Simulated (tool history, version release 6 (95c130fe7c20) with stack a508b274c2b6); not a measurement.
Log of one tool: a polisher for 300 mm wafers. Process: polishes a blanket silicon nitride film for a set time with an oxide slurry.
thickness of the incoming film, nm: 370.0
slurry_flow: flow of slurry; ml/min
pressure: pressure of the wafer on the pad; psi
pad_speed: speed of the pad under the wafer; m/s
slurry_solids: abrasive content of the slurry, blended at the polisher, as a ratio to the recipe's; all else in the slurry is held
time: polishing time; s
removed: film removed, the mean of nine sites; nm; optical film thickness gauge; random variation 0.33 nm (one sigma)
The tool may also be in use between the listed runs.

Run 1, hour 0: slurry_flow 260 ml/min, pressure 3.6 psi, pad_speed 1.34 m/s, slurry_solids 1, time 90 s. Result: removed 86.028 nm.
Run 2, hour 3.2: slurry_flow 260 ml/min, pressure 3.6 psi, pad_speed 1.58 m/s, slurry_solids 1, time 90 s. Result: removed 93.534 nm.
Run 3, hour 9.8: slurry_flow 260 ml/min, pressure 3.6 psi, pad_speed 1.58 m/s, slurry_solids 1, time 90 s. Result: removed 95.05 nm.
Run 4, hour 12.5: slurry_flow 260 ml/min, pressure 3.6 psi, pad_speed 1.58 m/s, slurry_solids 1.2, time 90 s. Result: removed 102.97 nm.
Run 5, hour 20.3: slurry_flow 260 ml/min, pressure 3.6 psi, pad_speed 1.58 m/s, slurry_solids 1.35, time 90 s. Result: removed 108 nm.
Run 6, hour 26.8: slurry_flow 255 ml/min, pressure 3.3 psi, pad_speed 1.54 m/s, slurry_solids 1.35, time 90 s. Result: removed 98.381 nm.
Run 7, hour 28.1: slurry_flow 255 ml/min, pressure 3 psi, pad_speed 1.48 m/s, slurry_solids 1.35, time 90 s. Result: removed 87.403 nm.

Run 8 comes next. What will it give?
Run 8, hour 33.1: slurry_flow 255 ml/min, pressure 2.8 psi, pad_speed 1.44 m/s, slurry_solids 1.35, time 90 s. Result: removed ?.

{"run 8": {"removed": 80.959}}
